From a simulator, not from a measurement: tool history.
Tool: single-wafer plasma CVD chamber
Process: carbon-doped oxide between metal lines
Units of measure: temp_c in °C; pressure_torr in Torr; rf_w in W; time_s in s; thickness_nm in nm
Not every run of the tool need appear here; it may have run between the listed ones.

run,hour,temp_c,pressure_torr,rf_w,time_s,thickness_nm
1,0.0,330,6.56,665,14.3,94.221
2,3.6,330,6.56,740,14.3,100.590
3,7.6,328,6.66,750,14.3,102.710
4,8.7,328,6.66,695,14.3,97.393
5,11.6,328,6.66,695,14.8,101.010
6,17.7,328,7.68,695,14.8,101.570

The next listed run, before its measurement:
7,24.8,326,7.70,705,14.8,?

{"run 7": {"thickness_nm": 103.26}}

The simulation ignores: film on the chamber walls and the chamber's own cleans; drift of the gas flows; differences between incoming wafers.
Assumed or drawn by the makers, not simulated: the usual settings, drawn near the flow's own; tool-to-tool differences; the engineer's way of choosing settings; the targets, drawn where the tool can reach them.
